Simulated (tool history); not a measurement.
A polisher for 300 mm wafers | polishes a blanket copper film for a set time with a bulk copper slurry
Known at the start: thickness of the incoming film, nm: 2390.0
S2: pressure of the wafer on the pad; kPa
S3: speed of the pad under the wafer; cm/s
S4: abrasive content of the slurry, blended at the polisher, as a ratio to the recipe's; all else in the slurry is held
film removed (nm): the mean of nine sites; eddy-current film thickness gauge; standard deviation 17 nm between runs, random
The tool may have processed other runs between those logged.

Run 1, day 0.000: flow of slurry (ml/min) 210, S2 20.7 kPa, S3 110 cm/s, S4 1.0, polishing time (s) 106. Result: film removed (nm) 1201.1.
Run 2, day 0.025: flow of slurry (ml/min) 210, S2 22.1 kPa, S3 110 cm/s, S4 1.0, polishing time (s) 106. Result: film removed (nm) 1299.9.
Run 3, day 0.367: flow of slurry (ml/min) 210, S2 23.4 kPa, S3 110 cm/s, S4 1.0, polishing time (s) 106. Result: film removed (nm) 1360.5.
Run 4, day 0.467: flow of slurry (ml/min) 250, S2 23.4 kPa, S3 110 cm/s, S4 1.0, polishing time (s) 106. Result: film removed (nm) 1389.4.
Run 5, day 0.746: flow of slurry (ml/min) 250, S2 24.1 kPa, S3 110 cm/s, S4 1.0, polishing time (s) 106. Result: film removed (nm) 1426.5.
Run 6, day 0.800: flow of slurry (ml/min) 300, S2 24.1 kPa, S3 110 cm/s, S4 1.0, polishing time (s) 106. Result: film removed (nm) 1435.1.

Expected results for the next run?
Run 7, day 0.904: flow of slurry (ml/min) 300, S2 24.8 kPa, S3 110 cm/s, S4 1.0, polishing time (s) 106. Result: film removed (nm) ?.

film removed (nm): 1492.9
